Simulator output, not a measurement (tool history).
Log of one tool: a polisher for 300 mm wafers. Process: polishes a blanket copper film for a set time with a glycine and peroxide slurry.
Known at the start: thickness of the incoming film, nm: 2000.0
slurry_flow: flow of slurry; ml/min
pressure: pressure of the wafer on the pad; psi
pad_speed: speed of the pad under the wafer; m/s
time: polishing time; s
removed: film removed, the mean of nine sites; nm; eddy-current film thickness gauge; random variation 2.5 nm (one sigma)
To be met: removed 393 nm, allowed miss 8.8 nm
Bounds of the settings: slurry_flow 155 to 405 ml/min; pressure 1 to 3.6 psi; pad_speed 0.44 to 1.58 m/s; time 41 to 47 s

run,day,slurry_flow,pressure,pad_speed,time,removed
1,0,260,2.3,1,47,214.12
2,0.217,260,2.5,1,47,227.24
3,0.421,280,2.5,1,47,229.16
4,0.533,280,2,1,47,193.56
5,0.612,280,2,1,41,166.64
6,0.933,280,2.4,1.06,41,203.69
7,1.092,280,2.7,1.16,41,242.99
8,1.271,280,2.9,1.22,41,265
9,1.321,280,2.9,1.22,41,265.53
10,1.571,280,3.1,1.3,41,297.25
11,1.633,280,3.2,1.36,41,319.28
12,1.958,310,3.6,1.46,41,381.12

Which of these 4 next moves meets every target?
A,2.283,325,3.6,1.46,42,?
B,2.283,285,3.5,1.44,42,?
C,2.283,270,3.3,1.5,42,?
D,2.283,315,3.6,1.28,45,?

move,removed
A,392.09
B,373.66
C,366
D,372.65
A: meets every target
B: further off than the last run
C: further off than the last run
D: further off than the last run
Answer: A

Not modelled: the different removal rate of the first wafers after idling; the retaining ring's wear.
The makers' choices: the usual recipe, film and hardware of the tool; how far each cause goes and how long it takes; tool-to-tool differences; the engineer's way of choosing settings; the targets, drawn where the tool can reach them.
